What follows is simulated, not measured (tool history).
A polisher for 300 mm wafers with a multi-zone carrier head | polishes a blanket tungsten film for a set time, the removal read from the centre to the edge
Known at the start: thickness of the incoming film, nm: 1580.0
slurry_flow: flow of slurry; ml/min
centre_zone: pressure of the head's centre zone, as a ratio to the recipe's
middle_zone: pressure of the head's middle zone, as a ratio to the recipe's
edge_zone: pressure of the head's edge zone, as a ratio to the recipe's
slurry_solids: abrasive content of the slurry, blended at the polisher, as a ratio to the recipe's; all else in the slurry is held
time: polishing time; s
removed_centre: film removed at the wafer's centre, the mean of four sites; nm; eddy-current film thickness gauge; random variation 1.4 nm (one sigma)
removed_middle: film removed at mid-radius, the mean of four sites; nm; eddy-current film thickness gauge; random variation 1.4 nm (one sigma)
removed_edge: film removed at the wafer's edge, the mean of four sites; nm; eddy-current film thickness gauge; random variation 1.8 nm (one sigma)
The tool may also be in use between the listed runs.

Run 1, hour 0.0: slurry_flow 155 ml/min, centre_zone 1.00, middle_zone 1.00, edge_zone 1.00, slurry_solids 1.00, time 49 s. Result: removed_centre 282.11 nm, removed_middle 277.82 nm, removed_edge 283.40 nm.
Run 2, hour 6.6: slurry_flow 145 ml/min, centre_zone 1.01, middle_zone 0.95, edge_zone 1.00, slurry_solids 0.85, time 42 s. Result: removed_centre 234.68 nm, removed_middle 215.74 nm, removed_edge 235.97 nm.
Run 3, hour 7.2: slurry_flow 140 ml/min, centre_zone 1.01, middle_zone 0.92, edge_zone 0.98, slurry_solids 0.75, time 38 s. Result: removed_centre 204.89 nm, removed_middle 187.34 nm, removed_edge 208.75 nm.
Run 4, hour 7.8: slurry_flow 140 ml/min, centre_zone 1.01, middle_zone 0.92, edge_zone 0.95, slurry_solids 0.75, time 38 s. Result: removed_centre 207.16 nm, removed_middle 185.18 nm, removed_edge 200.27 nm.
Run 5, hour 16.1: slurry_flow 130 ml/min, centre_zone 1.01, middle_zone 0.89, edge_zone 0.95, slurry_solids 0.70, time 35 s. Result: removed_centre 182.03 nm, removed_middle 162.65 nm, removed_edge 183.77 nm.
Run 6, hour 23.8: slurry_flow 130 ml/min, centre_zone 1.01, middle_zone 0.89, edge_zone 0.95, slurry_solids 0.70, time 46 s. Result: removed_centre 239.96 nm, removed_middle 217.18 nm, removed_edge 233.75 nm.
Run 7, hour 30.2: slurry_flow 130 ml/min, centre_zone 1.02, middle_zone 0.87, edge_zone 0.95, slurry_solids 0.65, time 40 s. Result: removed_centre 202.45 nm, removed_middle 178.77 nm, removed_edge 204.38 nm.
Run 8, hour 32.8: slurry_flow 130 ml/min, centre_zone 1.03, middle_zone 0.85, edge_zone 0.94, slurry_solids 0.60, time 37 s. Result: removed_centre 189.47 nm, removed_middle 160.71 nm, removed_edge 190.45 nm.
Run 9, hour 40.3: slurry_flow 130 ml/min, centre_zone 1.03, middle_zone 0.84, edge_zone 0.93, slurry_solids 0.55, time 35 s. Result: removed_centre 175.66 nm, removed_middle 148.59 nm, removed_edge 174.36 nm.
Run 10, hour 41.1: slurry_flow 95 ml/min, centre_zone 1.05, middle_zone 0.81, edge_zone 0.97, slurry_solids 0.50, time 29 s. Result: removed_centre 135.65 nm, removed_middle 111.32 nm, removed_edge 137.49 nm.
Run 11, hour 45.2: slurry_flow 105 ml/min, centre_zone 1.05, middle_zone 0.81, edge_zone 0.97, slurry_solids 0.50, time 29 s. Result: removed_centre 140.66 nm, removed_middle 114.83 nm, removed_edge 137.90 nm.

Run 12 comes next. What will it give?
Run 12, hour 50.2: slurry_flow 110 ml/min, centre_zone 1.04, middle_zone 0.81, edge_zone 0.98, slurry_solids 0.55, time 29 s. Result: removed_centre ?, removed_middle ?, removed_edge ?.

{"run 12": {"removed_centre": 140.2, "removed_middle": 114.44, "removed_edge": 142.02}}
